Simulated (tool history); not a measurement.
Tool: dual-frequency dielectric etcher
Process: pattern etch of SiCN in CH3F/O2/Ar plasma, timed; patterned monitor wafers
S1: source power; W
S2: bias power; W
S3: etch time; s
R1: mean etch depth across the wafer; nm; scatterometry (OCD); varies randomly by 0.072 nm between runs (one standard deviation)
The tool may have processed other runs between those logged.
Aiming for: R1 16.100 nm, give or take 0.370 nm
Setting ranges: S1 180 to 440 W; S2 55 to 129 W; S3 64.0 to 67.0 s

Run 1, day 0.000: S1 310 W, S2 92 W, S3 64.0 s. Result: R1 24.462 nm.
Run 2, day 0.100: S1 310 W, S2 79 W, S3 64.0 s. Result: R1 22.313 nm.
Run 3, day 0.446: S1 310 W, S2 79 W, S3 67.0 s. Result: R1 23.519 nm.
Run 4, day 0.617: S1 280 W, S2 73 W, S3 66.5 s. Result: R1 20.957 nm.
Run 5, day 0.967: S1 260 W, S2 71 W, S3 66.5 s. Result: R1 19.920 nm.
Run 6, day 1.288: S1 260 W, S2 71 W, S3 64.0 s. Result: R1 19.082 nm.
Run 7, day 1.492: S1 240 W, S2 70 W, S3 64.0 s. Result: R1 18.157 nm.
Run 8, day 1.767: S1 230 W, S2 70 W, S3 64.0 s. Result: R1 17.640 nm.
Run 9, day 2.104: S1 230 W, S2 70 W, S3 64.0 s. Result: R1 17.832 nm.

Exactly one of the 4 candidate moves below puts every result within its allowed miss. Which one?
Run A, day 2.442: S1 220 W, S2 57 W, S3 66.0 s. Result: R1 ?.
Run B, day 2.442: S1 180 W, S2 76 W, S3 64.5 s. Result: R1 ?.
Run C, day 2.442: S1 220 W, S2 60 W, S3 64.0 s. Result: R1 ?.
Run D, day 2.442: S1 190 W, S2 67 W, S3 64.0 s. Result: R1 ?.

move      R1
   A  15.280
   B  16.237
   C  15.428
   D  15.391
A: the result that was furthest off in the last run now lies on the other side of its target
B: all results land within tolerance of their targets
C: the result that was furthest off in the last run now lies on the other side of its target
D: the result that was furthest off in the last run now lies on the other side of its target
The right move is B.
